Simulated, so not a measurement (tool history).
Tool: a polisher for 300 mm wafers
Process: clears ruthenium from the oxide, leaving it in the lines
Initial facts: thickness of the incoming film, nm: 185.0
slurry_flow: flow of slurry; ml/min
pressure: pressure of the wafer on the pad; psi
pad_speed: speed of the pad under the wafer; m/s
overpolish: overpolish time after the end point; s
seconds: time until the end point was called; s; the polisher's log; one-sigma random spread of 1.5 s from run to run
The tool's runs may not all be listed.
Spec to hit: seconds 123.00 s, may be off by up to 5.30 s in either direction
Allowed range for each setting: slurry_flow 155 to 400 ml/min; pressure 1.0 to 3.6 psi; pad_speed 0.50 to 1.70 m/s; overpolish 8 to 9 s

run	hour	slurry_flow	pressure	pad_speed	overpolish	seconds
1	0.0	255	2.3	1.10	9	152.49
2	7.0	255	2.3	1.10	8	149.97
3	11.8	255	2.3	1.10	9	149.02
4	17.1	255	2.7	1.10	9	129.44
5	18.0	255	2.7	1.10	8	128.68
6	23.4	255	2.7	1.34	8	108.18
7	24.2	255	2.7	1.34	8	106.25
8	32.1	255	2.6	1.34	8	110.34

4 candidate next runs follow, results not yet known. Just one meets every target within its allowed miss. Identify it.
A	40.0	265	2.5	1.26	9	?
B	40.0	235	2.3	1.18	8	?
C	40.0	270	2.7	1.30	9	?
D	40.0	160	3.4	0.90	8	?

move	seconds
A	119.18
B	138.55
C	107.64
D	131.98
A: all results land within tolerance of their targets
B: carries the result that was furthest off beyond its target, to the other side
C: lands further from the targets than the last run did
D: carries the result that was furthest off beyond its target, to the other side
Correct choice: A, which meets every target

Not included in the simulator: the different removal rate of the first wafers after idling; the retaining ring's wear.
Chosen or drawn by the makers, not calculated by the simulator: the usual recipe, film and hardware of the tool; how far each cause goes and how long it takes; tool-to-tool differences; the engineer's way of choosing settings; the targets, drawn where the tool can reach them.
